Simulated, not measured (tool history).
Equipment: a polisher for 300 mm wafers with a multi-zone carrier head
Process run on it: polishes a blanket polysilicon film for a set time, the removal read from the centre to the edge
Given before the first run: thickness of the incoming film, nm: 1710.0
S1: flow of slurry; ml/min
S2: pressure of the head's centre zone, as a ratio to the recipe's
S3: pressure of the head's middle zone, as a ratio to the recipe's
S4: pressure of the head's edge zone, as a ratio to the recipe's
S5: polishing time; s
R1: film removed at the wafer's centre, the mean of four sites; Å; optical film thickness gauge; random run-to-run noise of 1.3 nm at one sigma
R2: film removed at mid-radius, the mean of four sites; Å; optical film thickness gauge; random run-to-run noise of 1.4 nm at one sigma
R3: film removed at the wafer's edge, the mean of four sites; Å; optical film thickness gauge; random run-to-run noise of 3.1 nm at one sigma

run 1 hour=0 | S1=295 S2=1 S3=1 S4=1 S5=42 | R1=2179.2 R2=2207.5 R3=2135
run 2 hour=0.6 | S1=295 S2=1.03 S3=1 S4=1 S5=42 | R1=2248.7 R2=2159.6 R3=2165.3
run 3 hour=7.7 | S1=285 S2=1.01 S3=0.98 S4=1.02 S5=42 | R1=2217.5 R2=2183.5 R3=2230.9
run 4 hour=9.4 | S1=360 S2=1.01 S3=0.98 S4=1.02 S5=42 | R1=2247.2 R2=2198 R3=2266.3
run 5 hour=12.6 | S1=355 S2=0.99 S3=0.96 S4=1.01 S5=42 | R1=2194.6 R2=2151.3 R3=2266.5
run 6 hour=15.1 | S1=355 S2=1.04 S3=0.96 S4=1.01 S5=42 | R1=2314.7 R2=2117.5 R3=2201.7
run 7 hour=18.9 | S1=355 S2=1.04 S3=0.96 S4=1.01 S5=42 | R1=2302.2 R2=2175.3 R3=2236.7

What will run 8 give?
run 8 hour=25.4 | S1=350 S2=1.02 S3=0.94 S4=1 S5=42 | R1=? R2=? R3=?

{"run 8": {"R1": 2294.6, "R2": 2113.4, "R3": 2206.5}}
